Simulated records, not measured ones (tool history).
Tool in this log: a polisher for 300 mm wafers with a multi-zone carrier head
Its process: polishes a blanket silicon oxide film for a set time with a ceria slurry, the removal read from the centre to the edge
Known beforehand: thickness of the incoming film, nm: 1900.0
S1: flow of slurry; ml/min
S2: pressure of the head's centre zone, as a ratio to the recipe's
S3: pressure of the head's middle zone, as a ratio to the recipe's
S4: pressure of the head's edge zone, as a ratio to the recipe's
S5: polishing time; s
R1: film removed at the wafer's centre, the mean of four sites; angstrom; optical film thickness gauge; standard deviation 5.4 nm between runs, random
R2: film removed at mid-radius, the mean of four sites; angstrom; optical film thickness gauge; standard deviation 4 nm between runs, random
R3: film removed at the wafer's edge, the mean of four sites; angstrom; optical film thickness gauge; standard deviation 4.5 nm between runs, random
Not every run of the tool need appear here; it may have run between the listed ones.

Run 1, day 0: S1 145 ml/min, S2 1, S3 1, S4 1, S5 88 s. Result: R1 5707.7 angstrom, R2 5588.6 angstrom, R3 5697.7 angstrom.
Run 2, day 0.288: S1 135 ml/min, S2 1.02, S3 1.01, S4 0.94, S5 86 s. Result: R1 5551.4 angstrom, R2 5428.7 angstrom, R3 5330.8 angstrom.
Run 3, day 0.362: S1 135 ml/min, S2 1.02, S3 1.01, S4 1.03, S5 86 s. Result: R1 5721.7 angstrom, R2 5491.9 angstrom, R3 5613.8 angstrom.
Run 4, day 0.562: S1 130 ml/min, S2 1.05, S3 1.02, S4 0.96, S5 84 s. Result: R1 5640.6 angstrom, R2 5395.2 angstrom, R3 5175.3 angstrom.
Run 5, day 0.871: S1 130 ml/min, S2 1.05, S3 1.02, S4 0.96, S5 63 s. Result: R1 4189.4 angstrom, R2 4010.4 angstrom, R3 3919.3 angstrom.
Run 6, day 1.138: S1 150 ml/min, S2 1.08, S3 1.06, S4 1.01, S5 64 s. Result: R1 4581.2 angstrom, R2 4314.1 angstrom, R3 4191 angstrom.
Run 7, day 1.392: S1 165 ml/min, S2 1.1, S3 1.1, S4 1.03, S5 65 s. Result: R1 4748.9 angstrom, R2 4664.7 angstrom, R3 4407.4 angstrom.
Run 8, day 1.45: S1 180 ml/min, S2 1.13, S3 1.11, S4 1.03, S5 65 s. Result: R1 5124.5 angstrom, R2 4728.5 angstrom, R3 4269.7 angstrom.
Run 9, day 1.788: S1 190 ml/min, S2 1.13, S3 1.12, S4 1.05, S5 66 s. Result: R1 5095.2 angstrom, R2 4908.5 angstrom, R3 4570.4 angstrom.
Run 10, day 1.9: S1 195 ml/min, S2 1.14, S3 1.12, S4 1.05, S5 66 s. Result: R1 5194.5 angstrom, R2 4846.3 angstrom, R3 4517 angstrom.

Run 11 comes next. What will it give?
Run 11, day 2.083: S1 200 ml/min, S2 1.15, S3 1.13, S4 1.05, S5 66 s. Result: R1 ?, R2 ?, R3 ?.

Run 11 gave R1 5340.7 angstrom, R2 4929.3 angstrom, R3 4575.8 angstrom.
